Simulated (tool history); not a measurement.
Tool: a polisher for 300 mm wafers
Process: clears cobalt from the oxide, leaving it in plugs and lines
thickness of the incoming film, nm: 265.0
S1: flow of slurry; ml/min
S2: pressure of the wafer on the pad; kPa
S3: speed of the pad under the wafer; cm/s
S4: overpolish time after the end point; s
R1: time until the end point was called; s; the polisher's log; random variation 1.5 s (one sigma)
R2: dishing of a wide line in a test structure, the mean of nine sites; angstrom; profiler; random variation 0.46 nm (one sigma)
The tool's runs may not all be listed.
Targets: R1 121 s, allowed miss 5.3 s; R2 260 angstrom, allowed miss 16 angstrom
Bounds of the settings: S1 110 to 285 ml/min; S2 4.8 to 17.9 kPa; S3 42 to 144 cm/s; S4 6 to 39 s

{"run": 1, "day": 0.0, "S1": 180, "S2": 11, "S3": 92, "S4": 20, "R1": 64.733, "R2": 305.69}
{"run": 2, "day": 0.121, "S1": 180, "S2": 9.7, "S3": 90, "S4": 20, "R1": 77.042, "R2": 296.36}
{"run": 3, "day": 0.225, "S1": 180, "S2": 9, "S3": 90, "S4": 19, "R1": 81.528, "R2": 278.05}
{"run": 4, "day": 0.446, "S1": 180, "S2": 8.3, "S3": 90, "S4": 20, "R1": 88.413, "R2": 290.28}
{"run": 5, "day": 0.617, "S1": 145, "S2": 8.3, "S3": 90, "S4": 20, "R1": 91.537, "R2": 274.81}
{"run": 6, "day": 0.721, "S1": 145, "S2": 7.6, "S3": 90, "S4": 20, "R1": 100.33, "R2": 271.38}
{"run": 7, "day": 1.079, "S1": 140, "S2": 7.6, "S3": 90, "S4": 20, "R1": 99.744, "R2": 266.48}
{"run": 8, "day": 1.158, "S1": 135, "S2": 6.9, "S3": 90, "S4": 21, "R1": 109.52, "R2": 257.83}
{"run": 9, "day": 1.454, "S1": 135, "S2": 6.9, "S3": 90, "S4": 22, "R1": 111.32, "R2": 268.77}

Which of these 5 next moves meets every target?
{"run": "A", "day": 1.75, "S1": 115, "S2": 5.5, "S3": 104, "S4": 23, "R1": "?", "R2": "?"}
{"run": "B", "day": 1.75, "S1": 110, "S2": 7.6, "S3": 98, "S4": 17, "R1": "?", "R2": "?"}
{"run": "C", "day": 1.75, "S1": 120, "S2": 6.9, "S3": 96, "S4": 20, "R1": "?", "R2": "?"}
{"run": "D", "day": 1.75, "S1": 125, "S2": 5.5, "S3": 116, "S4": 24, "R1": "?", "R2": "?"}
{"run": "E", "day": 1.75, "S1": 130, "S2": 6.2, "S3": 106, "S4": 33, "R1": "?", "R2": "?"}

move=A R1=120.02 R2=262.74
move=B R1=94.752 R2=253.44
move=C R1=104.21 R2=262.29
move=D R1=106.32 R2=281.8
move=E R1=103.17 R2=316.54
A: meets every target
B: further off than the last run
C: further off than the last run
D: further off than the last run
E: further off than the last run
Answer: A
